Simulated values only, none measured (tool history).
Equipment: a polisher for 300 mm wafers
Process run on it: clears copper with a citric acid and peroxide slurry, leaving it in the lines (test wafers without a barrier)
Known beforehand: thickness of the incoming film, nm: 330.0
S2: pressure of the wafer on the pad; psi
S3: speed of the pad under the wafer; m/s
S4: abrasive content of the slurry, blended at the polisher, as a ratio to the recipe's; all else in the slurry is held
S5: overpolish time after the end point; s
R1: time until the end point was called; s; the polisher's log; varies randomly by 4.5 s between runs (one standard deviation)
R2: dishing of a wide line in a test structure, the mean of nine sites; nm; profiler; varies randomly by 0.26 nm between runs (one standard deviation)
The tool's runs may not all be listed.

{"run": 1, "hour": 0.0, "flow of slurry (ml/min)": 315, "S2": 2.2, "S3": 1.26, "S4": 1.0, "S5": 16, "R1": 219.77, "R2": 19.614}
{"run": 2, "hour": 8.0, "flow of slurry (ml/min)": 315, "S2": 2.0, "S3": 1.26, "S4": 1.0, "S5": 17, "R1": 246.73, "R2": 19.004}
{"run": 3, "hour": 9.0, "flow of slurry (ml/min)": 315, "S2": 2.0, "S3": 1.26, "S4": 1.0, "S5": 24, "R1": 238.71, "R2": 26.16}
{"run": 4, "hour": 18.0, "flow of slurry (ml/min)": 315, "S2": 2.0, "S3": 1.12, "S4": 1.0, "S5": 24, "R1": 269.69, "R2": 24.022}
{"run": 5, "hour": 22.3, "flow of slurry (ml/min)": 315, "S2": 1.9, "S3": 1.12, "S4": 1.0, "S5": 24, "R1": 290.69, "R2": 22.109}
{"run": 6, "hour": 28.6, "flow of slurry (ml/min)": 265, "S2": 1.9, "S3": 1.12, "S4": 1.0, "S5": 24, "R1": 290.85, "R2": 22.557}
{"run": 7, "hour": 33.1, "flow of slurry (ml/min)": 265, "S2": 1.9, "S3": 1.12, "S4": 1.0, "S5": 24, "R1": 291.97, "R2": 22.212}

Run 8, settings as shown, results not yet in. Your forecast:
{"hour": 36.1, "done": "slurry nozzle cleaned"}
{"run": 8, "hour": 36.1, "flow of slurry (ml/min)": 265, "S2": 1.8, "S3": 1.12, "S4": 1.0, "S5": 24, "R1": "?", "R2": "?"}

R1: 299.82 s
R2: 21.650 nm

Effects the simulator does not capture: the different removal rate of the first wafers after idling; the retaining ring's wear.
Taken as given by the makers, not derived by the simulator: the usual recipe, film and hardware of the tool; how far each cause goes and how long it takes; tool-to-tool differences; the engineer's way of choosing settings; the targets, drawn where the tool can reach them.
